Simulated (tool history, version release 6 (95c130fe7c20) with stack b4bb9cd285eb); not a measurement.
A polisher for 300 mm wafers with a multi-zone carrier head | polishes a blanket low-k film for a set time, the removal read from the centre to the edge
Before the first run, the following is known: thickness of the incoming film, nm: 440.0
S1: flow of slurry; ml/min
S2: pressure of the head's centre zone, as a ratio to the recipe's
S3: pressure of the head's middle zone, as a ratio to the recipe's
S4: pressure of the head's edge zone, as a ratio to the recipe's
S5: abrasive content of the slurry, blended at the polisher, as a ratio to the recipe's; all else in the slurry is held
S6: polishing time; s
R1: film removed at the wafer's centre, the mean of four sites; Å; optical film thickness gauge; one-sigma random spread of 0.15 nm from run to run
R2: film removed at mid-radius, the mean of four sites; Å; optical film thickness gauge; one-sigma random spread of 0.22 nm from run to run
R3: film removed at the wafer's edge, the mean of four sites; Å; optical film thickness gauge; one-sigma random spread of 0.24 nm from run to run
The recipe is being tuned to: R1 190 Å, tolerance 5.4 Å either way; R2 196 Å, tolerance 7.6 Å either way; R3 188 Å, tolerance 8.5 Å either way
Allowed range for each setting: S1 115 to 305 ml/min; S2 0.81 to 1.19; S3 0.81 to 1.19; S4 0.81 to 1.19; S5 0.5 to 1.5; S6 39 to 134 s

| run | hour | S1 | S2 | S3 | S4 | S5 | S6 | R1 | R2 | R3 |
|---|---|---|---|---|---|---|---|---|---|---|
| 1 | 0 | 195 | 1 | 1 | 1 | 1 | 86 | 422.47 | 414.83 | 429.16 |
| 2 | 1.6 | 195 | 1 | 1 | 1 | 1.15 | 86 | 461.56 | 450.71 | 463.14 |
| 3 | 2.2 | 195 | 1 | 0.93 | 1 | 1.15 | 86 | 460.64 | 425.7 | 476.51 |
| 4 | 3.2 | 190 | 0.99 | 0.95 | 0.96 | 0.95 | 73 | 334.21 | 327.08 | 346.21 |
| 5 | 11 | 190 | 0.91 | 0.95 | 0.96 | 0.95 | 73 | 314.71 | 321.75 | 349.41 |
| 6 | 16.5 | 185 | 0.94 | 0.95 | 0.92 | 0.8 | 67 | 257.86 | 260.44 | 266.6 |
| 7 | 18.9 | 175 | 0.93 | 0.94 | 0.89 | 0.75 | 67 | 236.99 | 240.71 | 242.31 |
|  | 22.6 | edge zone pressure recalibrated |
| 8 | 22.6 | 160 | 0.92 | 0.93 | 0.87 | 0.7 | 67 | 211.58 | 217.05 | 214.43 |
| 9 | 24.4 | 145 | 0.92 | 0.93 | 0.86 | 0.7 | 67 | 209.74 | 211.01 | 213.47 |
| 10 | 31.7 | 140 | 0.92 | 0.94 | 0.84 | 0.7 | 67 | 211.06 | 213.4 | 210.96 |

Exercise: of the 4 proposed moves below, exactly one satisfies all targets within the stated allowed misses. Which move is it?
| A | 39 | 155 | 0.94 | 0.99 | 0.89 | 0.5 | 98 | ? | ? | ? |
| B | 39 | 225 | 0.89 | 1.02 | 0.81 | 0.65 | 64 | ? | ? | ? |
| C | 39 | 175 | 0.96 | 0.93 | 0.81 | 0.65 | 65 | ? | ? | ? |
| D | 39 | 115 | 0.96 | 0.81 | 0.95 | 0.8 | 56 | ? | ? | ? |

| move | R1 | R2 | R3 |
|---|---|---|---|
| A | 188.69 | 197.96 | 183.76 |
| B | 190.79 | 215.86 | 185.04 |
| C | 202.4 | 196.99 | 184.16 |
| D | 204.96 | 179.37 | 205.56 |
A: in spec on every target
B: brings the result that was furthest off to its target, and leaves another outside
C: nearer the targets than the last run, but a result is still out of spec
D: nearer the targets than the last run, but a result is still out of spec
A is the move that brings every result within its allowed miss.
